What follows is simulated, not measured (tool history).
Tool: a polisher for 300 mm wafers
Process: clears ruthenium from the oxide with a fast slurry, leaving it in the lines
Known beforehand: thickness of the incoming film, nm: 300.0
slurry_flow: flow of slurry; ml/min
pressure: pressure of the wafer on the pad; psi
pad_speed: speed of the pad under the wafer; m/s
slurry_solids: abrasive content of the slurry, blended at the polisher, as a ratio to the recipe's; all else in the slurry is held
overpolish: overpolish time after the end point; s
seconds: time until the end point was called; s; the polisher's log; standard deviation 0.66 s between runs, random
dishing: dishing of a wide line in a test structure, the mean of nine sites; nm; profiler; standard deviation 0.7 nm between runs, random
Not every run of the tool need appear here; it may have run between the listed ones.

run 1 hour=0 | slurry_flow=140 pressure=2.4 pad_speed=0.9 slurry_solids=1 overpolish=16 | seconds=86.881 dishing=44.031
run 2 hour=6.8 | slurry_flow=140 pressure=2.4 pad_speed=0.9 slurry_solids=0.9 overpolish=16 | seconds=89.661 dishing=41.441
run 3 hour=7.9 | slurry_flow=140 pressure=2.4 pad_speed=0.72 slurry_solids=0.9 overpolish=16 | seconds=111.74 dishing=33.759
run 4 hour=16.4 | slurry_flow=145 pressure=2.7 pad_speed=0.74 slurry_solids=0.9 overpolish=15 | seconds=99.068 dishing=37.339
run 5 hour=18.9 | slurry_flow=145 pressure=2.7 pad_speed=0.86 slurry_solids=0.9 overpolish=15 | seconds=84.052 dishing=42.559
run 6 hour=26.8 | slurry_flow=150 pressure=2.9 pad_speed=0.86 slurry_solids=0.9 overpolish=14 | seconds=75.537 dishing=41.757
run 7 hour=29.5 | slurry_flow=160 pressure=3 pad_speed=0.86 slurry_solids=0.9 overpolish=14 | seconds=73.643 dishing=43.901

What will run 8 give?
run 8 hour=37.6 | slurry_flow=160 pressure=3.1 pad_speed=0.86 slurry_solids=0.9 overpolish=13 | seconds=? dishing=?

{"run 8": {"seconds": 73.108, "dishing": 42.212}}

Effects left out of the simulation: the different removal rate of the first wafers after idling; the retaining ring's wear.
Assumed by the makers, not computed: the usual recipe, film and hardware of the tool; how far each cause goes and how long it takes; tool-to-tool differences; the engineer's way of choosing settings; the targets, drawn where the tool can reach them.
